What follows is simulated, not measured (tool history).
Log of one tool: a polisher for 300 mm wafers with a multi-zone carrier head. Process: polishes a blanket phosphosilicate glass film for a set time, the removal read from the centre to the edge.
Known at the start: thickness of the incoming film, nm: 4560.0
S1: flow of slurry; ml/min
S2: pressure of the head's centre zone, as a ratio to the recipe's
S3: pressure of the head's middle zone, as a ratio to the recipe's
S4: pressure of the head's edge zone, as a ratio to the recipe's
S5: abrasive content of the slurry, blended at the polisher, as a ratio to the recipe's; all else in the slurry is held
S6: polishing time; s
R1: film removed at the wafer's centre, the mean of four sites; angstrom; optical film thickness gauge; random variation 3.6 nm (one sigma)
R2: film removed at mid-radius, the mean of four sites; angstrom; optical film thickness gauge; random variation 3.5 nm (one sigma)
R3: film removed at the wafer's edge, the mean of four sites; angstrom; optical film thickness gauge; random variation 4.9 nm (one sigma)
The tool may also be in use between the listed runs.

run	hour	S1	S2	S3	S4	S5	S6	R1	R2	R3
1	0.0	230	1.00	1.00	1.00	1.00	34	3380.7	3438.0	3342.8
2	5.7	230	1.00	1.00	1.00	1.20	34	3627.6	3777.6	3651.1
3	7.7	230	1.00	1.00	1.00	1.20	27	2906.7	2983.7	2865.0
4	16.7	245	1.04	0.98	1.03	1.25	28	3228.6	3089.3	3078.9
5	22.2	245	1.04	0.98	1.03	1.25	34	3918.7	3761.1	3746.9
6	28.2	250	1.06	0.97	1.06	1.30	34	4011.5	3815.4	3868.2

The next listed run, before its measurement:
7	33.5	290	1.16	0.87	1.10	1.50	34	?	?	?

{"run 7": {"R1": 4761.7, "R2": 3715.1, "R3": 4266.2}}

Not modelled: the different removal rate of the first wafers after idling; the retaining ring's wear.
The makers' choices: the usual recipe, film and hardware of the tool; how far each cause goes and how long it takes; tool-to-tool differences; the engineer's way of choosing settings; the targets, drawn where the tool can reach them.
